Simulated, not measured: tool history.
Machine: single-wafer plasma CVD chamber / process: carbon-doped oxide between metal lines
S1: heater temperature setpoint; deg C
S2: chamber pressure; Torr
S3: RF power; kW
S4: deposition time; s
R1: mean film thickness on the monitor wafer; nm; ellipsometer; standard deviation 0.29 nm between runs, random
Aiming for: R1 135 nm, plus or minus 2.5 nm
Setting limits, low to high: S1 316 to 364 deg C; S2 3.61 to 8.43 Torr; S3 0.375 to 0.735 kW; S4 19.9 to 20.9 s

{"run": 1, "hour": 0.0, "S1": 340, "S2": 6.02, "S3": 0.555, "S4": 20.9, "R1": 120.58}
{"run": 2, "hour": 2.0, "S1": 340, "S2": 6.02, "S3": 0.49, "S4": 20.9, "R1": 113.05}
{"run": 3, "hour": 4.1, "S1": 340, "S2": 6.02, "S3": 0.42, "S4": 20.9, "R1": 103.6}
{"run": 4, "hour": 10.3, "S1": 340, "S2": 6.02, "S3": 0.42, "S4": 19.9, "R1": 98.166}
{"run": 5, "hour": 11.5, "S1": 340, "S2": 6.02, "S3": 0.495, "S4": 19.9, "R1": 108.27}
{"run": 6, "hour": 14.1, "S1": 350, "S2": 6.02, "S3": 0.495, "S4": 19.9, "R1": 104.78}
{"run": 7, "hour": 16.3, "S1": 345, "S2": 6.42, "S3": 0.535, "S4": 20, "R1": 111.97}
{"run": 8, "hour": 22.5, "S1": 340, "S2": 6.5, "S3": 0.57, "S4": 20.1, "R1": 118.33}
{"run": 9, "hour": 27.5, "S1": 337, "S2": 6.52, "S3": 0.595, "S4": 20.2, "R1": 123.8}

Consider the 4 candidate settings below. Which is the only one whose results all fall within their allowed miss of target?
{"run": "A", "hour": 32.5, "S1": 334, "S2": 6.52, "S3": 0.64, "S4": 20.9, "R1": "?"}
{"run": "B", "hour": 32.5, "S1": 334, "S2": 5.9, "S3": 0.53, "S4": 19.9, "R1": "?"}
{"run": "C", "hour": 32.5, "S1": 337, "S2": 6.43, "S3": 0.605, "S4": 20.1, "R1": "?"}
{"run": "D", "hour": 32.5, "S1": 341, "S2": 7.3, "S3": 0.515, "S4": 20, "R1": "?"}

move=A R1=133.87
move=B R1=114.35
move=C R1=123.48
move=D R1=111.87
A: every result within its allowed miss
B: further off than the last run
C: no nearer and no further than the last run
D: further off than the last run
So the answer is move A, the one that meets all the targets.

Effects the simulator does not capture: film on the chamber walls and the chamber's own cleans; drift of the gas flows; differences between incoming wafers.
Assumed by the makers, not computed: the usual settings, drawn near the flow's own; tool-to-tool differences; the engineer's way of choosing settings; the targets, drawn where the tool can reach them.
